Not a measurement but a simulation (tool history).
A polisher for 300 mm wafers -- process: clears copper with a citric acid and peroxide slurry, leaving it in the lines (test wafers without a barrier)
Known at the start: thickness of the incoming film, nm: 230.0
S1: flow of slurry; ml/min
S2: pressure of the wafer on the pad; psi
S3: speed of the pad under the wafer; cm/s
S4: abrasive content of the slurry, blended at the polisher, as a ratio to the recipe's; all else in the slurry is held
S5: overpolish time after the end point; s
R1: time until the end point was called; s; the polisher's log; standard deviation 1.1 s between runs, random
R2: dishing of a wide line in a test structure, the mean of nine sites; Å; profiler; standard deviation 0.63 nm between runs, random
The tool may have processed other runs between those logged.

run,hour,S1,S2,S3,S4,S5,R1,R2
1,0.0,150,2.5,112,1.00,9,97.982,165.54
2,0.8,150,2.5,100,1.00,9,108.780,147.63
3,7.3,150,2.0,100,1.00,9,133.770,128.68
4,9.8,130,2.0,100,1.00,9,139.310,114.57
5,12.2,165,2.0,100,1.00,9,133.250,123.49
6,14.2,165,2.0,100,1.15,9,129.980,125.37
7,19.2,160,2.7,106,1.15,12,94.255,227.87
8,23.7,160,2.9,106,1.15,12,87.473,236.61
9,29.7,160,3.1,106,1.15,12,82.632,270.81

Run 10 comes next. What will it give?
10,38.2,160,3.2,106,1.15,12,?,?

R1: 78.400 s
R2: 269.06 Å
